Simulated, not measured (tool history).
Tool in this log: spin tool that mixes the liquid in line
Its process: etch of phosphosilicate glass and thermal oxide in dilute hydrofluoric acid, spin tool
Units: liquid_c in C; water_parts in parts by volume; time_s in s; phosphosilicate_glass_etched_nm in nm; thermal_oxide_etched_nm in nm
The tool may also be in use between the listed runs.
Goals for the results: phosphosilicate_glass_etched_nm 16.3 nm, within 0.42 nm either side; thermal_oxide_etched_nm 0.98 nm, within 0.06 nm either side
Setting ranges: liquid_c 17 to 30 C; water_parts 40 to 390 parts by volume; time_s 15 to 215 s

run  hour  liquid_c  water_parts  time_s  phosphosilicate_glass_etched_nm  thermal_oxide_etched_nm
  1     0        22          215     110                           37.386                   2.2866
  2   2.6      21.5          230     110                           33.697                   1.9716
  3   3.7      21.5          295     110                           24.371                   1.4939
  4   9.1        21          300     110                           23.615                   1.4488
  5  17.3      18.5          300     110                            21.76                   1.2541
  6  19.3      18.5          310     110                           20.754                   1.2322
  7  24.8      18.5          315     110                           20.473                    1.225
  8  29.6      18.5          320     110                           19.777                   1.1785
  9  37.4      18.5          325     110                           19.745                   1.1468
 10  39.4      18.5          325     110                           19.649                   1.1778
 11  46.8      18.5          330     110                            19.23                   1.1495
     49.8  -- hydrofluoric acid flow meter replaced
 12  49.8      18.5          335     110                           16.596                  0.96744
 13  53.8        19          335     110                           17.361                   1.0195

Which one of the following 5 next-run settings gets every result inside its allowed miss? There is exactly one.
  A  57.8      18.5          305     110                                ?                        ?
  B  57.8        23          375     105                                ?                        ?
  C  57.8        17          380     145                                ?                        ?
  D  57.8      21.5          275      80                                ?                        ?
  E  57.8        21          310     100                                ?                        ?

move  phosphosilicate_glass_etched_nm  thermal_oxide_etched_nm
   A                           19.155                   1.1709
   B                           16.401                   1.0025
   C                           18.032                   1.1022
   D                           17.722                   1.0833
   E                           18.686                   1.1422
A: the biggest miss grows against the last run
B: meets every target
C: the biggest miss grows against the last run
D: the biggest miss grows against the last run
E: the biggest miss grows against the last run
B is the move that brings every result within its allowed miss.
